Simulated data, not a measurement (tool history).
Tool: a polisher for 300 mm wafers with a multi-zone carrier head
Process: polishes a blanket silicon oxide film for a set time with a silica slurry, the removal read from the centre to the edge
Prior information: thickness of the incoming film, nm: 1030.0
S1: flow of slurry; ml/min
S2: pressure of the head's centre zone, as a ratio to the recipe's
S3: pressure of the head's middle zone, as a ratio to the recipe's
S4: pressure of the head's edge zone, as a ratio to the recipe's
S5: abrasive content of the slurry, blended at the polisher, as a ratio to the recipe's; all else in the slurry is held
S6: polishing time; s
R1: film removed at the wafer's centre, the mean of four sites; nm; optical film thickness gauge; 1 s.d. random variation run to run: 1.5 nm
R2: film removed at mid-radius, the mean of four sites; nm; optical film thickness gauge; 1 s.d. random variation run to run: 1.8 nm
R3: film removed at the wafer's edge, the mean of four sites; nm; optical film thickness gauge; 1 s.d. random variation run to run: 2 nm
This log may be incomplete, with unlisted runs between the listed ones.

| run | hour | S1 | S2 | S3 | S4 | S5 | S6 | R1 | R2 | R3 |
|---|---|---|---|---|---|---|---|---|---|---|
| 1 | 0 | 230 | 1 | 1 | 1 | 1 | 71 | 175.31 | 186.38 | 187.7 |
| 2 | 8 | 260 | 1 | 1 | 1 | 1 | 71 | 183.18 | 189.23 | 197.96 |
| 3 | 8.6 | 250 | 1.01 | 0.98 | 0.98 | 0.95 | 71 | 176.52 | 175.48 | 183.33 |
| 4 | 11.7 | 275 | 1.01 | 0.98 | 0.98 | 0.95 | 71 | 181.65 | 180.46 | 186.24 |
| 5 | 13.9 | 265 | 1 | 0.96 | 0.96 | 0.9 | 71 | 169.28 | 171.35 | 178.17 |
| 6 | 16.3 | 265 | 1 | 0.96 | 0.96 | 0.95 | 71 | 178.38 | 181.09 | 186.82 |
| 7 | 23.1 | 265 | 1 | 0.96 | 0.96 | 0.95 | 71 | 174.31 | 177.85 | 185.08 |
| 8 | 26.9 | 255 | 1.01 | 0.95 | 0.95 | 0.9 | 71 | 171.68 | 167.42 | 178.87 |
| 9 | 33.6 | 255 | 1.02 | 0.96 | 0.93 | 0.85 | 71 | 166.04 | 164.49 | 166.69 |
| 10 | 38 | 245 | 1.02 | 0.95 | 0.92 | 0.8 | 71 | 157.47 | 150.36 | 152.4 |
| 11 | 45 | 180 | 0.99 | 0.9 | 0.89 | 0.8 | 71 | 136.41 | 140.37 | 149.13 |
| 12 | 47.3 | 180 | 1 | 0.9 | 0.88 | 0.8 | 71 | 141.83 | 134.18 | 145.1 |
| 13 | 52.7 | 180 | 1 | 0.9 | 0.87 | 0.8 | 71 | 139.68 | 136.25 | 145.5 |
| 14 | 60.6 | 180 | 1.01 | 0.9 | 0.86 | 0.8 | 71 | 142.81 | 137.83 | 144.75 |
| 15 | 62 | 180 | 1.01 | 0.9 | 0.85 | 0.8 | 71 | 139.16 | 136.04 | 141.33 |

Forecast run 16:
| 16 | 70.9 | 180 | 1.02 | 0.9 | 0.85 | 0.8 | 71 | ? | ? | ? |

Run 16 came out at R1 143.23 nm, R2 137.47 nm, R3 137.98 nm.

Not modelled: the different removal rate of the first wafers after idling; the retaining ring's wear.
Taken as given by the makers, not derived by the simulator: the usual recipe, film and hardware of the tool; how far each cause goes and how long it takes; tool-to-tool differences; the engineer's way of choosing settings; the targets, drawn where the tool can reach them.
